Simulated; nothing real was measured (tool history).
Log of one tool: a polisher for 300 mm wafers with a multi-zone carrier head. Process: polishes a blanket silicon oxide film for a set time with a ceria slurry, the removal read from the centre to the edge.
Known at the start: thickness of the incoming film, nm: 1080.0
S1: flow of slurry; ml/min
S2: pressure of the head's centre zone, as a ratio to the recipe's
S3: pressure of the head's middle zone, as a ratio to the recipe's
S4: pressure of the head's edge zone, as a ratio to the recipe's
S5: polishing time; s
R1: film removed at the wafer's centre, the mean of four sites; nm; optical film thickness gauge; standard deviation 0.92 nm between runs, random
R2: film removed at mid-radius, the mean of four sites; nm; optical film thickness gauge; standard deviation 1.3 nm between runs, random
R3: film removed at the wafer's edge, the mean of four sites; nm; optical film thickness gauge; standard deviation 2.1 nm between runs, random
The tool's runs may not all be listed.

run 1 hour=0 | S1=145 S2=1 S3=1 S4=1 S5=69 | R1=298.09 R2=288.84 R3=294.83
run 2 hour=7.2 | S1=145 S2=1 S3=1 S4=0.94 S5=69 | R1=298.82 R2=288.9 R3=287.95
run 3 hour=8.2 | S1=145 S2=1 S3=1 S4=0.94 S5=57 | R1=245.77 R2=237.33 R3=238.72
run 4 hour=11.8 | S1=145 S2=1 S3=1 S4=0.94 S5=47 | R1=202.6 R2=200.18 R3=195.74
run 5 hour=14.8 | S1=145 S2=1 S3=0.96 S4=0.94 S5=47 | R1=204.75 R2=191.75 R3=196.82
run 6 hour=16.8 | S1=145 S2=1 S3=1 S4=0.94 S5=47 | R1=203.18 R2=197.62 R3=196.36
run 7 hour=21.9 | S1=140 S2=0.97 S3=1 S4=0.91 S5=44 | R1=181.71 R2=183.84 R3=175.21
run 8 hour=25.4 | S1=130 S2=0.94 S3=1 S4=0.91 S5=44 | R1=174.29 R2=179.12 R3=177.79
run 9 hour=30.8 | S1=140 S2=0.85 S3=1.05 S4=0.81 S5=31 | R1=113.36 R2=135.53 R3=121.17
run 10 hour=33 | S1=145 S2=0.86 S3=1.05 S4=0.85 S5=31 | R1=115.61 R2=136.97 R3=124.38
run 11 hour=36.3 | S1=145 S2=0.86 S3=1.05 S4=0.85 S5=31 | R1=114.99 R2=136.99 R3=126.47
run 12 hour=37.5 | S1=150 S2=0.88 S3=1.06 S4=0.88 S5=31 | R1=116.21 R2=138.22 R3=126.04
run 13 hour=44.9 | S1=150 S2=0.9 S3=1.07 S4=0.91 S5=32 | R1=125.05 R2=142.58 R3=131.02
run 14 hour=51.7 | S1=150 S2=0.9 S3=1.07 S4=0.92 S5=33 | R1=129.86 R2=145.79 R3=135.87
run 15 hour=56 | S1=150 S2=0.9 S3=1.08 S4=0.93 S5=34 | R1=132.66 R2=150.64 R3=143.82
run 16 hour=61.3 | S1=150 S2=0.9 S3=1.08 S4=0.93 S5=34 | R1=132.27 R2=153.33 R3=142.75

What will run 17 give?
run 17 hour=65.4 | S1=150 S2=0.9 S3=1.08 S4=0.93 S5=34 | R1=? R2=? R3=?

Run 17 gave R1 131.44 nm, R2 155.59 nm, R3 141.14 nm.

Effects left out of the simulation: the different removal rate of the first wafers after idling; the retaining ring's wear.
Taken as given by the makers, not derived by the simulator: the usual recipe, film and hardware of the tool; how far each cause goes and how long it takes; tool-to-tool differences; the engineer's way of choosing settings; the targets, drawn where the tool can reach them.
